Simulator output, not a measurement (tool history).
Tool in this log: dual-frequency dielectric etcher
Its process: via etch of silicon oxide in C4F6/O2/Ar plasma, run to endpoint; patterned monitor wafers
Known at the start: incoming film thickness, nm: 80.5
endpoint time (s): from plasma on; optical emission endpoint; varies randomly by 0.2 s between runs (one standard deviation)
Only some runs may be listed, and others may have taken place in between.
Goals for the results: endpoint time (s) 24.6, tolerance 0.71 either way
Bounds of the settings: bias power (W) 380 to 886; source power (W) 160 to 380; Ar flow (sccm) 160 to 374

| run | day | bias power (W) | source power (W) | Ar flow (sccm) | endpoint time (s) |
|---|---|---|---|---|---|
| 1 | 0 | 633 | 270 | 267 | 18.886 |
| 2 | 0.238 | 583 | 250 | 272 | 19.929 |
| 3 | 0.262 | 583 | 250 | 318 | 20.731 |
| 4 | 0.421 | 583 | 280 | 318 | 19.536 |
| 5 | 0.479 | 549 | 260 | 323 | 20.732 |
| 6 | 0.588 | 549 | 260 | 357 | 20.887 |
| 7 | 0.808 | 518 | 250 | 359 | 21.637 |
| 8 | 0.904 | 494 | 240 | 361 | 22.829 |
| 9 | 0.979 | 477 | 240 | 361 | 23.375 |
| 10 | 1.021 | 467 | 240 | 361 | 23.883 |

Pick the move, out of 5, that brings all results within their allowed miss; only one does.
| A | 1.062 | 493 | 240 | 352 | ? |
| B | 1.062 | 454 | 260 | 374 | ? |
| C | 1.062 | 457 | 250 | 333 | ? |
| D | 1.062 | 465 | 220 | 332 | ? |
| E | 1.062 | 600 | 220 | 373 | ? |

| move | endpoint time (s) |
|---|---|
| A | 23.362 |
| B | 23.218 |
| C | 23.406 |
| D | 25.221 |
| E | 22.798 |
A: its largest miss is bigger than the last run's
B: its largest miss is bigger than the last run's
C: its largest miss is bigger than the last run's
D: meets every target
E: its largest miss is bigger than the last run's
So the answer is move D, the one that meets all the targets.

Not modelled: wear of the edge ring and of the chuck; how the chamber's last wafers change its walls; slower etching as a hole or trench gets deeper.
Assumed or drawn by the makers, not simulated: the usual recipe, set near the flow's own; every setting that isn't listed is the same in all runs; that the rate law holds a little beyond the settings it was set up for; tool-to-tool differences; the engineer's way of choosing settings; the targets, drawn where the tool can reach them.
